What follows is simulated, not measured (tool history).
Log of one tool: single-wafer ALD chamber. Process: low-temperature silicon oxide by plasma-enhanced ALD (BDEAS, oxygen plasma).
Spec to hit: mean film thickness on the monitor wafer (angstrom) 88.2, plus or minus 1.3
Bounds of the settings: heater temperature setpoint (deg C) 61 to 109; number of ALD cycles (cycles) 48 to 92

| run | day | heater temperature setpoint (deg C) | number of ALD cycles (cycles) | mean film thickness on the monitor wafer (angstrom) |
|---|---|---|---|---|
| 1 | 0 | 85 | 70 | 105.63 |
| 2 | 0.088 | 87 | 69 | 104.41 |
| 3 | 0.212 | 91 | 69 | 102.34 |
| 4 | 0.475 | 92 | 68 | 100.28 |
| 5 | 0.5 | 102 | 68 | 97.058 |
| 6 | 0.575 | 107 | 68 | 96.275 |
| 7 | 0.821 | 107 | 67 | 95.409 |
| 8 | 1.112 | 107 | 66 | 94.4 |
| 9 | 1.346 | 109 | 61 | 86.461 |

Exercise: of the 4 proposed moves below, exactly one satisfies all targets within the stated allowed misses. Which move is it?
| A | 1.579 | 109 | 59 | ? |
| B | 1.579 | 101 | 59 | ? |
| C | 1.579 | 106 | 58 | ? |
| D | 1.579 | 107 | 62 | ? |

| move | mean film thickness on the monitor wafer (angstrom) |
|---|---|
| A | 83.354 |
| B | 84.537 |
| C | 82.377 |
| D | 87.903 |
A: lands further from the targets than the last run did
B: lands further from the targets than the last run did
C: lands further from the targets than the last run did
D: hits every target within its allowed miss
D meets every target.

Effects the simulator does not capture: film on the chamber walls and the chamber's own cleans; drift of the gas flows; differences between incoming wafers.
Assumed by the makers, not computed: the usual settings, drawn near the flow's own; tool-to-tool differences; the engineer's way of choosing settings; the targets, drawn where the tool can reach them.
